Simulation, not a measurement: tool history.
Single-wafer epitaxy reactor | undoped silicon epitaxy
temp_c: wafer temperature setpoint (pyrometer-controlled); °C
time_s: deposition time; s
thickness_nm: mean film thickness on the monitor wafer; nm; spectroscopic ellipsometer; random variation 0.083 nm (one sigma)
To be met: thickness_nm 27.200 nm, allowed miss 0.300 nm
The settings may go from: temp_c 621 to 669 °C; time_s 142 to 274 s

{"run": 1, "hour": 0.0, "temp_c": 645, "time_s": 208, "thickness_nm": 30.24}
{"run": 2, "hour": 6.9, "temp_c": 644, "time_s": 208, "thickness_nm": 29.444}
{"run": 3, "hour": 8.9, "temp_c": 642, "time_s": 208, "thickness_nm": 28.355}
{"run": 4, "hour": 16.9, "temp_c": 642, "time_s": 193, "thickness_nm": 26.374}
{"run": 5, "hour": 25.1, "temp_c": 642, "time_s": 215, "thickness_nm": 29.34}
{"run": 6, "hour": 33.2, "temp_c": 633, "time_s": 215, "thickness_nm": 24.193}
{"run": 7, "hour": 33.9, "temp_c": 634, "time_s": 215, "thickness_nm": 24.642}
{"run": 8, "hour": 38.1, "temp_c": 635, "time_s": 215, "thickness_nm": 25.372}
{"run": 9, "hour": 46.6, "temp_c": 637, "time_s": 215, "thickness_nm": 26.423}

4 next moves are on the table. One of them brings every result within its allowed miss. Which?
{"run": "A", "hour": 55.1, "temp_c": 639, "time_s": 213, "thickness_nm": "?"}
{"run": "B", "hour": 55.1, "temp_c": 633, "time_s": 223, "thickness_nm": "?"}
{"run": "C", "hour": 55.1, "temp_c": 631, "time_s": 239, "thickness_nm": "?"}
{"run": "D", "hour": 55.1, "temp_c": 637, "time_s": 210, "thickness_nm": "?"}

move=A thickness_nm=27.314
move=B thickness_nm=25.174
move=C thickness_nm=25.848
move=D thickness_nm=25.814
A: meets every target
B: further off than the last run
C: further off than the last run
D: further off than the last run
Move A is the one to make.
